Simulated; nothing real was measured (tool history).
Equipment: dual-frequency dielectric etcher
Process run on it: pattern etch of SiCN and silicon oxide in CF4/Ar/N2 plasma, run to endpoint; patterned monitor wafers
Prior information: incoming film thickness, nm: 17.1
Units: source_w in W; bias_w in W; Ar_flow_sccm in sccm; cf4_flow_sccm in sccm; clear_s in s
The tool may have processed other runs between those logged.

{"run": 1, "hour": 0.0, "source_w": 350, "bias_w": 58, "Ar_flow_sccm": 100, "cf4_flow_sccm": 73, "clear_s": 25.787}
{"run": 2, "hour": 6.9, "source_w": 300, "bias_w": 58, "Ar_flow_sccm": 100, "cf4_flow_sccm": 73, "clear_s": 28.741}
{"run": 3, "hour": 13.4, "source_w": 300, "bias_w": 58, "Ar_flow_sccm": 112, "cf4_flow_sccm": 73, "clear_s": 29.347}
{"run": 4, "hour": 15.2, "source_w": 290, "bias_w": 58, "Ar_flow_sccm": 112, "cf4_flow_sccm": 73, "clear_s": 30.064}
{"run": 5, "hour": 18.5, "source_w": 320, "bias_w": 58, "Ar_flow_sccm": 112, "cf4_flow_sccm": 73, "clear_s": 28.264}
{"run": 6, "hour": 26.0, "source_w": 310, "bias_w": 58, "Ar_flow_sccm": 112, "cf4_flow_sccm": 73, "clear_s": 28.791}
{"run": 7, "hour": 28.1, "source_w": 300, "bias_w": 58, "Ar_flow_sccm": 112, "cf4_flow_sccm": 73, "clear_s": 29.646}

Run 8 is up next; what results do you expect?
{"run": 8, "hour": 34.3, "source_w": 290, "bias_w": 58, "Ar_flow_sccm": 112, "cf4_flow_sccm": 73, "clear_s": "?"}

{"run 8": {"clear_s": 29.677}}
